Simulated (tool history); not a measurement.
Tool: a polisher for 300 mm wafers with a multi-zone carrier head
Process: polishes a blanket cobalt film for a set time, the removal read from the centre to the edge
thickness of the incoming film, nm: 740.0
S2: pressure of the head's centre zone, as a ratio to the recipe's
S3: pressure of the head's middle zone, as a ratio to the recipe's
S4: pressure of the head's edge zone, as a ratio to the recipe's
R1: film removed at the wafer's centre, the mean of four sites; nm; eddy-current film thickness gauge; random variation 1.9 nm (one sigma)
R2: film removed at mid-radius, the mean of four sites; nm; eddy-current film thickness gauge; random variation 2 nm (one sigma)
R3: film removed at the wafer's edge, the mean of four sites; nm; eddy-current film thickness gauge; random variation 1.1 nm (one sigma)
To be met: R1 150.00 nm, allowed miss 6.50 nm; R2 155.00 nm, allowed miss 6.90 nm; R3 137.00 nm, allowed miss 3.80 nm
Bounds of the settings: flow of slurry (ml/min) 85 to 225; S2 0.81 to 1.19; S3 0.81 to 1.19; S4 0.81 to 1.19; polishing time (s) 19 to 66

Run 1, hour 0.0: flow of slurry (ml/min) 145, S2 1.00, S3 1.00, S4 1.00, polishing time (s) 42. Result: R1 215.30 nm, R2 207.36 nm, R3 210.50 nm.
Run 2, hour 0.8: flow of slurry (ml/min) 145, S2 1.00, S3 0.97, S4 1.00, polishing time (s) 42. Result: R1 218.63 nm, R2 210.96 nm, R3 208.36 nm.
Run 3, hour 3.0: flow of slurry (ml/min) 140, S2 0.98, S3 0.95, S4 0.95, polishing time (s) 39. Result: R1 198.60 nm, R2 189.15 nm, R3 190.53 nm.
Run 4, hour 6.9: flow of slurry (ml/min) 105, S2 0.98, S3 0.95, S4 0.95, polishing time (s) 39. Result: R1 181.11 nm, R2 173.50 nm, R3 179.08 nm.
Run 5, hour 10.0: flow of slurry (ml/min) 105, S2 0.98, S3 0.95, S4 0.95, polishing time (s) 31. Result: R1 144.66 nm, R2 143.65 nm, R3 141.47 nm.
Run 6, hour 16.8: flow of slurry (ml/min) 105, S2 0.98, S3 0.95, S4 0.95, polishing time (s) 40. Result: R1 184.10 nm, R2 185.82 nm, R3 183.75 nm.
Run 7, hour 21.6: flow of slurry (ml/min) 100, S2 0.99, S3 0.98, S4 0.92, polishing time (s) 38. Result: R1 171.03 nm, R2 173.43 nm, R3 172.24 nm.
Run 8, hour 27.8: flow of slurry (ml/min) 110, S2 1.02, S3 1.02, S4 0.89, polishing time (s) 35. Result: R1 173.14 nm, R2 172.02 nm, R3 157.16 nm.
Run 9, hour 31.7: flow of slurry (ml/min) 105, S2 1.02, S3 1.02, S4 0.88, polishing time (s) 34. Result: R1 163.65 nm, R2 163.69 nm, R3 148.17 nm.
Run 10, hour 32.5: flow of slurry (ml/min) 100, S2 1.02, S3 1.02, S4 0.87, polishing time (s) 34. Result: R1 162.42 nm, R2 165.43 nm, R3 146.31 nm.
Run 11, hour 41.2: flow of slurry (ml/min) 95, S2 1.02, S3 1.01, S4 0.86, polishing time (s) 34. Result: R1 157.69 nm, R2 159.92 nm, R3 145.06 nm.
Run 12, hour 49.1: flow of slurry (ml/min) 95, S2 1.02, S3 1.01, S4 0.85, polishing time (s) 34. Result: R1 155.69 nm, R2 158.31 nm, R3 143.58 nm.
Run 13, hour 56.0: flow of slurry (ml/min) 95, S2 1.02, S3 1.01, S4 0.84, polishing time (s) 34. Result: R1 157.95 nm, R2 156.00 nm, R3 144.55 nm.
Run 14, hour 58.0: flow of slurry (ml/min) 95, S2 1.02, S3 1.02, S4 0.84, polishing time (s) 34. Result: R1 155.37 nm, R2 158.03 nm, R3 143.73 nm.
Run 15, hour 66.4: flow of slurry (ml/min) 95, S2 1.02, S3 1.03, S4 0.83, polishing time (s) 34. Result: R1 158.47 nm, R2 159.33 nm, R3 145.51 nm.
Run 16, hour 68.1: flow of slurry (ml/min) 95, S2 1.02, S3 1.04, S4 0.83, polishing time (s) 34. Result: R1 156.54 nm, R2 166.16 nm, R3 143.54 nm.

Which of these 4 next moves meets every target?
Run A, hour 69.8: flow of slurry (ml/min) 90, S2 1.13, S3 1.04, S4 0.84, polishing time (s) 33. Result: R1 ?, R2 ?, R3 ?.
Run B, hour 69.8: flow of slurry (ml/min) 140, S2 0.97, S3 0.86, S4 0.82, polishing time (s) 32. Result: R1 ?, R2 ?, R3 ?.
Run C, hour 69.8: flow of slurry (ml/min) 85, S2 1.02, S3 1.04, S4 0.81, polishing time (s) 33. Result: R1 ?, R2 ?, R3 ?.
Run D, hour 69.8: flow of slurry (ml/min) 105, S2 1.13, S3 0.93, S4 0.89, polishing time (s) 33. Result: R1 ?, R2 ?, R3 ?.

move      R1      R2      R3
   A  167.96  153.00  140.37
   B  157.05  140.53  145.04
   C  148.65  150.61  136.66
   D  175.86  145.02  148.31
A: brings the result that was furthest off to its target, and leaves another outside
B: further off than the last run
C: meets every target
D: further off than the last run
Move C is the one to make.
